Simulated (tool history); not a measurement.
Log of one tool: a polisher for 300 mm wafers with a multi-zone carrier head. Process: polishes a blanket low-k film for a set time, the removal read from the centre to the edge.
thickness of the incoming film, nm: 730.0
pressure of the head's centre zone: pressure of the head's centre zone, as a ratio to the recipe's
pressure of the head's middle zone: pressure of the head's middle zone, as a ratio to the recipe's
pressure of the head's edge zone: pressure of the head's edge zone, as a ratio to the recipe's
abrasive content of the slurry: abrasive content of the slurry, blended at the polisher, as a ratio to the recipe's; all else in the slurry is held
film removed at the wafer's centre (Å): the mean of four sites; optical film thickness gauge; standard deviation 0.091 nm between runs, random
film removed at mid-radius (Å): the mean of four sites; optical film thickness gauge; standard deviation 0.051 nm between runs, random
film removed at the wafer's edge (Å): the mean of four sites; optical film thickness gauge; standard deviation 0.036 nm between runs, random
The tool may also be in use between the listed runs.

run	hour	flow of slurry (ml/min)	pressure of the head's centre zone	pressure of the head's middle zone	pressure of the head's edge zone	abrasive content of the slurry	polishing time (s)	film removed at the wafer's centre (Å)	film removed at mid-radius (Å)	film removed at the wafer's edge (Å)
1	0.0	215	1.00	1.00	1.00	1.00	35	83.852	84.292	86.271
2	7.9	235	1.00	1.00	1.00	1.00	35	86.429	85.418	88.049
3	15.3	235	1.00	1.08	1.00	1.00	35	87.699	90.658	85.981
4	16.3	285	1.00	1.08	1.00	1.00	35	90.082	92.184	89.459
5	24.1	265	1.01	1.03	0.96	0.90	34	81.965	81.236	79.113
6	31.1	255	1.01	0.98	0.93	0.80	34	74.348	72.689	72.833

Run 7 has not been measured yet. What should we expect?
7	37.8	245	1.02	0.95	0.90	0.75	34	?	?	?

Run 7 gave film removed at the wafer's centre (Å) 74.333, film removed at mid-radius (Å) 66.451, film removed at the wafer's edge (Å) 68.218.
